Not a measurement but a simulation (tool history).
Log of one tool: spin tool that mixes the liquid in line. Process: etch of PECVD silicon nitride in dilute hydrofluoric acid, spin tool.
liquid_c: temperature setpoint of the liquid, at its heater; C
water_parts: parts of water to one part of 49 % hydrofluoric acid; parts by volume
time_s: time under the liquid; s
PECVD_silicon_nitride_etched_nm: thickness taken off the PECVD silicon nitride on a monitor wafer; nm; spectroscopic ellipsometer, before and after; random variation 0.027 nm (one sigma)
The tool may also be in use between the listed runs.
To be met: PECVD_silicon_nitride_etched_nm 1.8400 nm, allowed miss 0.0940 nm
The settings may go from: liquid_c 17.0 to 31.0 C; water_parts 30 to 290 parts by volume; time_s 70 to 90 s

run    day  liquid_c  water_parts  time_s  PECVD_silicon_nitride_etched_nm
  1  0.000      23.0          160      90                           1.3738
  2  0.338      23.0          160      90                           1.3568
  3  0.546      23.0          160      70                           1.0390
  4  0.754      25.0          155      70                           1.2489
  5  1.129      26.5          145      70                           1.4451
  6  1.212      27.5          140      70                           1.6060
  7  1.308      28.0          140      70                           1.6554
  8  1.642      28.5          140      70                           1.6784
     1.729  -- thermometer replaced
  9  1.729      29.0          140      70                           1.5968
 10  1.988      29.5          135      70                           1.6812

4 next moves are on the table. One of them brings every result within its allowed miss. Which?
  A  2.246      29.0          120      80                                ?
  B  2.246      31.0          150      90                                ?
  C  2.246      31.0          155      70                                ?
  D  2.246      25.5          125      90                                ?

move  PECVD_silicon_nitride_etched_nm
   A                           2.1241
   B                           2.1567
   C                           1.6223
   D                           1.8369
A: takes the result that was furthest off past its target
B: takes the result that was furthest off past its target
C: further off than the last run
D: meets every target
The right move is D.
